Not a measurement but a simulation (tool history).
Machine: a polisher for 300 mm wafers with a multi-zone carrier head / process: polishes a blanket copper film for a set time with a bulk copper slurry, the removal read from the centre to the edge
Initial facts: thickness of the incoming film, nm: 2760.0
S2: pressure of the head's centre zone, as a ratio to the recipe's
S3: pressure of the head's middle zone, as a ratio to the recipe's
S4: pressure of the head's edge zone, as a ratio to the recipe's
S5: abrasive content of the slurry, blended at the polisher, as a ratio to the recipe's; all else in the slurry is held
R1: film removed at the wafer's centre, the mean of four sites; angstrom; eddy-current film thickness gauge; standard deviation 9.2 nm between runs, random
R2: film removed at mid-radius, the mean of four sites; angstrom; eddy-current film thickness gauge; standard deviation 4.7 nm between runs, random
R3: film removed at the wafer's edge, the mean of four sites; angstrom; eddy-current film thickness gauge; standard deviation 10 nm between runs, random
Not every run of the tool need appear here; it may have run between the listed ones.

Run 1, hour 0: flow of slurry (ml/min) 235, S2 1, S3 1, S4 1, S5 1, polishing time (s) 74. Result: R1 6131.8 angstrom, R2 5900.7 angstrom, R3 5945.9 angstrom.
Run 2, hour 2.3: flow of slurry (ml/min) 245, S2 0.97, S3 1.04, S4 1.05, S5 1.15, polishing time (s) 75. Result: R1 6211.6 angstrom, R2 6338.2 angstrom, R3 6550.8 angstrom.
Run 3, hour 3.2: flow of slurry (ml/min) 245, S2 0.97, S3 1.04, S4 1.05, S5 1.25, polishing time (s) 75. Result: R1 6351.9 angstrom, R2 6526.7 angstrom, R3 6725.3 angstrom.
Run 4, hour 10.3: flow of slurry (ml/min) 260, S2 0.96, S3 1.08, S4 1.07, S5 1.3, polishing time (s) 75. Result: R1 6545.2 angstrom, R2 6759.6 angstrom, R3 6719.5 angstrom.
Run 5, hour 17.2: flow of slurry (ml/min) 260, S2 1.02, S3 1.08, S4 1.07, S5 1.3, polishing time (s) 75. Result: R1 6786.5 angstrom, R2 6701.2 angstrom, R3 6669.6 angstrom.
Run 6, hour 18.9: flow of slurry (ml/min) 260, S2 0.97, S3 1.11, S4 1.1, S5 1.35, polishing time (s) 75. Result: R1 6595 angstrom, R2 6924.9 angstrom, R3 7054.4 angstrom.

The next listed run, before its measurement:
Run 7, hour 25.6: flow of slurry (ml/min) 265, S2 0.94, S3 1.13, S4 1.1, S5 1.4, polishing time (s) 75. Result: R1 ?, R2 ?, R3 ?.

Run 7 produced R1 6504.4 angstrom, R2 7110.4 angstrom, R3 6881.1 angstrom.
